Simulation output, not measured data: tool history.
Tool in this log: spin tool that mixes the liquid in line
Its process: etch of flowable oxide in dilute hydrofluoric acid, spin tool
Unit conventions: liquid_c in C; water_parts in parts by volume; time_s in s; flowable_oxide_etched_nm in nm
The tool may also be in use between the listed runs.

run,day,liquid_c,water_parts,time_s,flowable_oxide_etched_nm
1,0,22,45,50,25.897
2,0.267,24,40,50,32.237
3,0.604,21.5,40,50,28.881
4,0.717,21.5,40,50,28.604
5,0.871,23.5,35,50,35.738
6,0.929,25,30,50,44.768
7,1.083,25,30,50,44.889
8,1.146,26,30,50,47.211
9,1.438,30,20,50,83.823
10,1.708,30,20,50,84.351
11,1.946,29.5,20,50,82.547
12,2.229,29,20,50,80.477
13,2.558,28.5,20,50,79.972
14,2.842,28,20,50,77.182

Run 15 is up next; what results do you expect?
15,3.104,28,20,50,?

flowable_oxide_etched_nm: 77.374 nm
